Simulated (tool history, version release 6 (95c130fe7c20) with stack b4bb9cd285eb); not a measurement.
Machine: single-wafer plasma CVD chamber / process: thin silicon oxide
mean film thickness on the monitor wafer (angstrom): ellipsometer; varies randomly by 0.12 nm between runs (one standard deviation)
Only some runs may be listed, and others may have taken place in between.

run  hour  heater temperature setpoint (°C)  chamber pressure (Pa)  RF power (kW)  deposition time (s)  mean film thickness on the monitor wafer (angstrom)
  1   0.0                               405                  118.1          0.270                11.48                                               218.57
  2   1.2                               405                  122.8          0.270                11.48                                               223.58
  3   5.7                               412                  122.8          0.270                11.48                                               222.75
  4  10.4                               412                  127.1          0.270                11.48                                               228.04
  5  12.3                               412                  127.1          0.270                11.83                                               235.46
  6  16.5                               418                  127.1          0.270                11.83                                               235.22
  7  23.8                               418                  129.2          0.270                11.83                                               233.90
  8  26.8                               417                  131.3          0.270                11.83                                               237.58

For run 9, what comes out?
  9  31.0                               417                  133.5          0.270                11.83                                                    ?

{"run 9": {"mean film thickness on the monitor wafer (angstrom)": 242.06}}

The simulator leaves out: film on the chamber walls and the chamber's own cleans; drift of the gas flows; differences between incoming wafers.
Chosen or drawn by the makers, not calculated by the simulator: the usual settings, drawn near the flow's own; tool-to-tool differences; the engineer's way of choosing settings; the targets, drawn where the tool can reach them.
